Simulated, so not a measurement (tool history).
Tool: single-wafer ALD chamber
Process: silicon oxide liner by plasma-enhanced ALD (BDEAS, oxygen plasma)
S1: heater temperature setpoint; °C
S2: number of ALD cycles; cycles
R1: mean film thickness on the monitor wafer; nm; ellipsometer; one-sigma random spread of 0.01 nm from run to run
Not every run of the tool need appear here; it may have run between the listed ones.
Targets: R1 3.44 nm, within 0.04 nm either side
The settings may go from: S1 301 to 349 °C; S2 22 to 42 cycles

run	hour	S1	S2	R1
1	0	325	32	2.782
2	2.3	325	29	2.5292
3	6.5	322	32	2.8083
4	7.3	322	35	3.0564
5	15.6	320	36	3.1735
6	23.5	312	36	3.1855
7	27.2	312	37	3.2912
# hour 34.6: thermocouple changed; heater temperature recalibrated
8	34.6	312	38	3.3499
9	40.5	312	38	3.3448

Of the 4 settings listed for the next run, only one would bring every result within its allowed miss of target. Which one?
A	46.4	309	38	?
B	46.4	311	39	?
C	46.4	308	37	?
D	46.4	314	37	?

move	R1
A	3.3651
B	3.4425
C	3.2818
D	3.2502
A: moves toward the targets from the last run without getting all of them in spec
B: each result inside its tolerance
C: moves away from the targets compared with the last run
D: moves away from the targets compared with the last run
The move that meets every target is B.

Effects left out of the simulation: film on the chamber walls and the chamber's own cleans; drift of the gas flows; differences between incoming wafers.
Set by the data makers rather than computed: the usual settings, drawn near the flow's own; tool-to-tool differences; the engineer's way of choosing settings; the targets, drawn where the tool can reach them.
